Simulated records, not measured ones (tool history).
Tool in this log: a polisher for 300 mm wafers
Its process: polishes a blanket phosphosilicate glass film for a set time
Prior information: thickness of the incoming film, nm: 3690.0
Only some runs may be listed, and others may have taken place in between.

run,hour,flow of slurry (ml/min),pressure of the wafer on the pad (psi),speed of the pad under the wafer (m/s),abrasive content of the slurry,polishing time (s),film removed (Å)
1,0.0,160,4.1,1.16,1.00,73,11219.0
2,1.5,160,3.7,1.16,1.00,73,10224.0
3,7.0,160,3.7,1.16,1.00,77,10649.0
4,14.7,160,3.7,1.16,1.00,73,10156.0
# hour 21.6: head pressure recalibrated
5,21.6,160,3.7,1.16,1.15,73,9679.0
6,26.3,160,3.7,1.16,0.95,73,9066.5
7,32.5,170,4.8,1.46,1.00,73,14240.0
8,41.4,170,5.1,1.48,1.00,73,15067.0

Run 9 is up next; what results do you expect?
9,44.7,170,5.3,1.52,1.00,73,?

film removed (Å): 16188.0

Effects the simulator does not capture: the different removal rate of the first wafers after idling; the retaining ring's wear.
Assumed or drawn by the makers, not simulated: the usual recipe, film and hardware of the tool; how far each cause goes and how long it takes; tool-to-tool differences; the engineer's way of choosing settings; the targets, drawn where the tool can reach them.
